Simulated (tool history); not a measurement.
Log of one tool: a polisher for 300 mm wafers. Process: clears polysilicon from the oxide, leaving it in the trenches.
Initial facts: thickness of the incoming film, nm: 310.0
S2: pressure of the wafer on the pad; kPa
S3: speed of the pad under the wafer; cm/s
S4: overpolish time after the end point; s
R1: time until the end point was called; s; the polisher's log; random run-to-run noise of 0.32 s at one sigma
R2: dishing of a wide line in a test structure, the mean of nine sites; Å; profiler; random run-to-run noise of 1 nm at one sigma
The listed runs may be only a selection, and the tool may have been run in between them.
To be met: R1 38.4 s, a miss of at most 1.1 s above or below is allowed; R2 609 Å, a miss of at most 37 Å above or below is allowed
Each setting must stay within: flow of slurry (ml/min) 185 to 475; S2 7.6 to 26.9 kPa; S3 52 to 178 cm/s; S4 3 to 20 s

{"run": 1, "hour": 0.0, "flow of slurry (ml/min)": 305, "S2": 17.2, "S3": 114, "S4": 10, "R1": 26.127, "R2": 562.14}
{"run": 2, "hour": 5.2, "flow of slurry (ml/min)": 305, "S2": 17.2, "S3": 114, "S4": 14, "R1": 26.078, "R2": 627.85}
{"run": 3, "hour": 12.1, "flow of slurry (ml/min)": 305, "S2": 17.2, "S3": 114, "S4": 17, "R1": 25.996, "R2": 675.34}
{"run": 4, "hour": 16.2, "flow of slurry (ml/min)": 305, "S2": 16.5, "S3": 114, "S4": 17, "R1": 27.327, "R2": 650.2}
{"run": 5, "hour": 24.0, "flow of slurry (ml/min)": 305, "S2": 15.2, "S3": 114, "S4": 17, "R1": 30.11, "R2": 627.9}
{"run": 6, "hour": 29.9, "flow of slurry (ml/min)": 305, "S2": 15.2, "S3": 114, "S4": 13, "R1": 29.669, "R2": 576.17}
{"run": 7, "hour": 30.7, "flow of slurry (ml/min)": 305, "S2": 14.5, "S3": 114, "S4": 14, "R1": 31.11, "R2": 609.21}
{"run": 8, "hour": 36.7, "flow of slurry (ml/min)": 305, "S2": 13.8, "S3": 114, "S4": 14, "R1": 32.421, "R2": 588.25}
{"run": 9, "hour": 42.8, "flow of slurry (ml/min)": 305, "S2": 12.4, "S3": 114, "S4": 16, "R1": 35.718, "R2": 593.28}
{"hour": 45.1, "done": "worn pad replaced by a new one"}
{"run": 10, "hour": 45.1, "flow of slurry (ml/min)": 305, "S2": 11.7, "S3": 114, "S4": 17, "R1": 35.427, "R2": 605.2}

Consider the 4 candidate settings below. Which is the only one whose results all fall within their allowed miss of target?
{"run": "A", "hour": 47.4, "flow of slurry (ml/min)": 340, "S2": 11.7, "S3": 106, "S4": 18, "R1": "?", "R2": "?"}
{"run": "B", "hour": 47.4, "flow of slurry (ml/min)": 230, "S2": 10.3, "S3": 124, "S4": 12, "R1": "?", "R2": "?"}
{"run": "C", "hour": 47.4, "flow of slurry (ml/min)": 340, "S2": 13.1, "S3": 94, "S4": 13, "R1": "?", "R2": "?"}
{"run": "D", "hour": 47.4, "flow of slurry (ml/min)": 300, "S2": 11, "S3": 134, "S4": 16, "R1": "?", "R2": "?"}

move=A R1=38.056 R2=627.05
move=B R1=38.309 R2=529.61
move=C R1=38.416 R2=549.49
move=D R1=32.468 R2=635.27
A: each result inside its tolerance
B: meets the target for the result that was furthest off, but another lies outside its allowed miss
C: meets the target for the result that was furthest off, but another lies outside its allowed miss
D: further off than the last run
Answer: A
